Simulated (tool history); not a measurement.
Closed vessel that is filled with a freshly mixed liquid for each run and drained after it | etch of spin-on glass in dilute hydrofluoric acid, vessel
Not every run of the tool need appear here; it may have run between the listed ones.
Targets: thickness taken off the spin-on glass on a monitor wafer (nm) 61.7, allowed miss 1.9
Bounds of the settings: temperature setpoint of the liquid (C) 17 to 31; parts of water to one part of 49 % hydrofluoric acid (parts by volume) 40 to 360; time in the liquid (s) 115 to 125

run	day	temperature setpoint of the liquid (C)	parts of water to one part of 49 % hydrofluoric acid (parts by volume)	time in the liquid (s)	thickness taken off the spin-on glass on a monitor wafer (nm)
1	0	23	200	115	22.727
2	0.192	23	270	115	16.074
3	0.475	21.5	270	115	15.425
4	0.512	20	270	115	14.185
5	0.825	21.5	245	115	17.021
6	0.896	21.5	215	115	20.026
7	0.946	22.5	195	115	23.47
8	1.267	23.5	180	115	26.916
9	1.492	24.5	170	115	29.815
10	1.533	25.5	160	115	33.802
11	1.729	26	155	115	35.449
12	2.058	26.5	150	115	36.838
13	2.362	30.5	75	115	95.792
14	2.717	29.5	75	115	92.189

5 next moves are on the table. One of them brings every result within its allowed miss. Which?
A	3.071	30.5	120	115	?
B	3.071	31	105	115	?
C	3.071	29	100	115	?
D	3.071	27.5	110	115	?
E	3.071	29	105	115	?

move	thickness taken off the spin-on glass on a monitor wafer (nm)
A	55.785
B	66.327
C	65.079
D	55.142
E	61.555
A: takes the biggest miss from the last run beyond its target
B: better than the last run, though not everything is in spec
C: better than the last run, though not everything is in spec
D: takes the biggest miss from the last run beyond its target
E: every result lands within tolerance
Answer: E
